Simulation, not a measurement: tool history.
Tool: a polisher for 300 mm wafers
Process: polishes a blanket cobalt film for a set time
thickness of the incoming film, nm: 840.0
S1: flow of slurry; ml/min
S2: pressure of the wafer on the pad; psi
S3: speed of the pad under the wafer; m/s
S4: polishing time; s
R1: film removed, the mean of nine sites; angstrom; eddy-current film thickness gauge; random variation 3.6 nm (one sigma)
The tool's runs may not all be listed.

Run 1, hour 0.0: S1 205 ml/min, S2 1.8 psi, S3 0.96 m/s, S4 49 s. Result: R1 1799.0 angstrom.
Run 2, hour 6.9: S1 205 ml/min, S2 1.9 psi, S3 0.96 m/s, S4 49 s. Result: R1 1901.0 angstrom.
Run 3, hour 15.0: S1 205 ml/min, S2 2.0 psi, S3 0.96 m/s, S4 49 s. Result: R1 2012.1 angstrom.
Run 4, hour 20.4: S1 205 ml/min, S2 1.8 psi, S3 0.96 m/s, S4 49 s. Result: R1 1776.2 angstrom.
Run 5, hour 21.0: S1 250 ml/min, S2 1.8 psi, S3 0.96 m/s, S4 49 s. Result: R1 1817.5 angstrom.
Run 6, hour 29.1: S1 250 ml/min, S2 1.9 psi, S3 0.96 m/s, S4 49 s. Result: R1 1950.3 angstrom.
Run 7, hour 30.2: S1 250 ml/min, S2 2.0 psi, S3 0.96 m/s, S4 49 s. Result: R1 2064.3 angstrom.

Run 8 comes next. What will it give?
Run 8, hour 38.4: S1 250 ml/min, S2 2.1 psi, S3 0.96 m/s, S4 49 s. Result: R1 ?.

R1: 2204.4 angstrom

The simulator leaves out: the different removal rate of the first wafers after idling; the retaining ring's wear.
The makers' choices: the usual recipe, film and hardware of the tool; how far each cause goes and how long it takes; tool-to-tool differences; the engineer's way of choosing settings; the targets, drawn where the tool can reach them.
